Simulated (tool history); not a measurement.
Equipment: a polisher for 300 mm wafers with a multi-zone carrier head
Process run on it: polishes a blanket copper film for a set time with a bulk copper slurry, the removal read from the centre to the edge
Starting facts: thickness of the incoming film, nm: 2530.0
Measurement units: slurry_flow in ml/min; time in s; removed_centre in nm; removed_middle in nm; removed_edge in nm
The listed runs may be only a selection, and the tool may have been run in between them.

run 1 hour=0.0 | slurry_flow=140 centre_zone=1.00 middle_zone=1.00 edge_zone=1.00 slurry_solids=1.00 time=78 | removed_centre=762.16 removed_middle=814.38 removed_edge=787.01
run 2 hour=6.6 | slurry_flow=105 centre_zone=1.00 middle_zone=1.00 edge_zone=1.00 slurry_solids=1.00 time=78 | removed_centre=709.25 removed_middle=743.13 removed_edge=745.19
run 3 hour=9.2 | slurry_flow=105 centre_zone=1.00 middle_zone=1.00 edge_zone=1.00 slurry_solids=1.15 time=78 | removed_centre=727.79 removed_middle=780.12 removed_edge=781.93
run 4 hour=15.3 | slurry_flow=105 centre_zone=0.99 middle_zone=1.00 edge_zone=1.00 slurry_solids=1.15 time=78 | removed_centre=721.42 removed_middle=784.62 removed_edge=786.61
run 5 hour=16.8 | slurry_flow=105 centre_zone=0.98 middle_zone=1.00 edge_zone=1.00 slurry_solids=1.15 time=78 | removed_centre=727.42 removed_middle=781.26 removed_edge=781.34
run 6 hour=20.4 | slurry_flow=105 centre_zone=0.98 middle_zone=1.04 edge_zone=1.00 slurry_solids=1.15 time=78 | removed_centre=725.97 removed_middle=808.03 removed_edge=790.39
run 7 hour=26.5 | slurry_flow=105 centre_zone=0.97 middle_zone=1.03 edge_zone=1.00 slurry_solids=1.15 time=78 | removed_centre=704.71 removed_middle=805.95 removed_edge=781.21

Run 8 is up next; what results do you expect?
run 8 hour=29.1 | slurry_flow=105 centre_zone=0.96 middle_zone=1.02 edge_zone=1.00 slurry_solids=1.15 time=78 | removed_centre=? removed_middle=? removed_edge=?

removed_centre: 713.95 nm
removed_middle: 786.90 nm
removed_edge: 784.13 nm

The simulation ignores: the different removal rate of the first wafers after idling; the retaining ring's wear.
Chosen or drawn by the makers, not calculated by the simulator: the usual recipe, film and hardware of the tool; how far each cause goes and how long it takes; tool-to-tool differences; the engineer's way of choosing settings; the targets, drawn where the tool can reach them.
